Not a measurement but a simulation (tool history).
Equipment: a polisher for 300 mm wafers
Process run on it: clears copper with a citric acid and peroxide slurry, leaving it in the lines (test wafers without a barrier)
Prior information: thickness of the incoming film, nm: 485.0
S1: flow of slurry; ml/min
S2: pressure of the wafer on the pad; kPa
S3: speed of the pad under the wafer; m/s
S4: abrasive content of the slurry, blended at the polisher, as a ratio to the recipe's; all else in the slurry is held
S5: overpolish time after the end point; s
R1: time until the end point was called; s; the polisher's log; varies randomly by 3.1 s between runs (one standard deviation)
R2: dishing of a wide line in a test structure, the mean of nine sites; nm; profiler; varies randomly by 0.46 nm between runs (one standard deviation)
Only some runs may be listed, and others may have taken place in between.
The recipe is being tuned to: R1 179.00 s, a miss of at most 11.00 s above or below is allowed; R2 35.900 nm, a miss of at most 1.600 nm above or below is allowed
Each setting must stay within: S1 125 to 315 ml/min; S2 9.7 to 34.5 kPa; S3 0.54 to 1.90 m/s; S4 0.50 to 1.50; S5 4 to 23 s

run,hour,S1,S2,S3,S4,S5,R1,R2
1,0.0,205,22.1,1.22,1.00,12,152.73,26.327
2,8.4,180,22.1,1.22,1.00,12,157.03,25.806
3,16.2,180,22.1,1.22,1.00,13,160.39,28.097
4,25.1,180,22.1,1.08,1.00,13,180.37,25.405
5,33.8,140,22.1,1.08,1.00,13,189.44,24.513
6,42.6,140,23.4,1.06,1.00,15,179.72,29.101
7,49.8,140,23.4,1.06,1.00,17,179.63,32.494
8,57.3,135,23.4,1.06,1.00,18,183.80,34.130
9,65.5,140,23.4,1.06,1.00,18,178.52,34.408
10,67.4,135,23.4,1.06,1.00,18,180.81,33.892
# hour 73.6: worn pad replaced by a new one
11,73.6,135,23.4,1.06,1.00,19,168.12,37.871

Of the 5 settings listed for the next run, only one would bring every result within its allowed miss of target. Which one?
A,79.8,125,24.8,1.12,1.10,18,?,?
B,79.8,140,28.3,0.90,1.05,17,?,?
C,79.8,125,24.1,0.98,0.85,19,?,?
D,79.8,125,22.8,0.92,0.75,22,?,?
E,79.8,195,30.3,0.94,1.00,16,?,?

move,R1,R2
A,147.69,39.240
B,155.17,35.904
C,177.28,35.007
D,201.64,35.489
E,132.02,39.358
A: the biggest miss grows against the last run
B: meets the target for the result that was furthest off, but another lies outside its allowed miss
C: every result lands within tolerance
D: meets the target for the result that was furthest off, but another lies outside its allowed miss
E: the biggest miss grows against the last run
Answer: C

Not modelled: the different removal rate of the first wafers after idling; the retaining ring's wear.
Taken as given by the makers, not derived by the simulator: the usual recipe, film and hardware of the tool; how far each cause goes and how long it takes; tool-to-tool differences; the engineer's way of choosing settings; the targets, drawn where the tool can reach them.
